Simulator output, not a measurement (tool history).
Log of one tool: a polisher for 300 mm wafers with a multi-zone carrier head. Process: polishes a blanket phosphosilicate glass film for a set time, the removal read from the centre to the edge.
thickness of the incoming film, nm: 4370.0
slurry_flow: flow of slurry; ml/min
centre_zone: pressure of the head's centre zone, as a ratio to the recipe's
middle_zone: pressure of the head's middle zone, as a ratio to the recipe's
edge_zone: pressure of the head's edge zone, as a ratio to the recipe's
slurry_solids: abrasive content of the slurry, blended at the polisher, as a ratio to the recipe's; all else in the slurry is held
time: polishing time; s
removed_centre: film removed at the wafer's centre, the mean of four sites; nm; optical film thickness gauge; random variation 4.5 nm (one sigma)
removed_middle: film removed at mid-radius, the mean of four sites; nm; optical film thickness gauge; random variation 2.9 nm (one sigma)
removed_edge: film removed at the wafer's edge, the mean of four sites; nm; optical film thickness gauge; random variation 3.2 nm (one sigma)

run	hour	slurry_flow	centre_zone	middle_zone	edge_zone	slurry_solids	time	removed_centre	removed_middle	removed_edge
1	0	135	1	1	1	1	69	421.78	422.63	431.58
2	7	135	1	1	0.94	1	69	429.71	421.26	421.91
3	9.7	135	1	1	0.94	1	82	496.3	507.15	513.6
4	16	135	1	0.95	0.94	1	82	524.38	481.02	500.65
5	16.9	165	1	0.95	0.94	1	82	530.51	501.9	520.3
6	21.2	165	0.99	0.96	0.93	0.95	82	517.47	486.39	502.28
7	25.6	160	0.97	0.98	0.92	0.9	82	470.56	476.71	468.62
8	31.6	155	0.95	0.98	0.92	0.9	82	451.64	471.8	467.26
9	39.4	150	0.94	0.98	0.91	0.9	82	457.03	474.56	467.92
10	42.8	145	0.93	0.99	0.91	0.85	82	431.26	448.88	447.81
11	47.8	145	0.92	1	0.9	0.85	82	411.72	451.57	435.33
12	54.6	140	0.91	1	0.89	0.85	82	416.94	451.74	441.62
13	59.5	140	0.9	1.01	0.88	0.85	82	417.03	457.11	436.7
14	68.3	140	0.89	1.02	0.88	0.85	82	408.15	457.06	443.39
15	70	105	0.84	1.12	0.81	0.6	81	249.45	313.63	271.2
16	75	115	0.84	1.12	0.82	0.6	81	252.51	318.3	279.51
17	77.6	125	0.84	1.12	0.83	0.6	81	249.28	320.29	280.51
18	83.8	130	0.84	1.12	0.84	0.6	81	250.44	328.96	281.56
19	90.1	135	0.85	1.11	0.85	0.6	81	264.22	325.93	286.06
20	94.7	170	0.81	1.19	0.95	0.85	82	388.13	534.06	460.08
21	102.2	160	0.82	1.19	0.95	0.85	82	390.88	530.06	452.12

Run 22 comes next. What will it give?
22	103.9	155	0.82	1.18	0.94	0.85	82	?	?	?

removed_centre: 389.94 nm
removed_middle: 526.54 nm
removed_edge: 446.63 nm
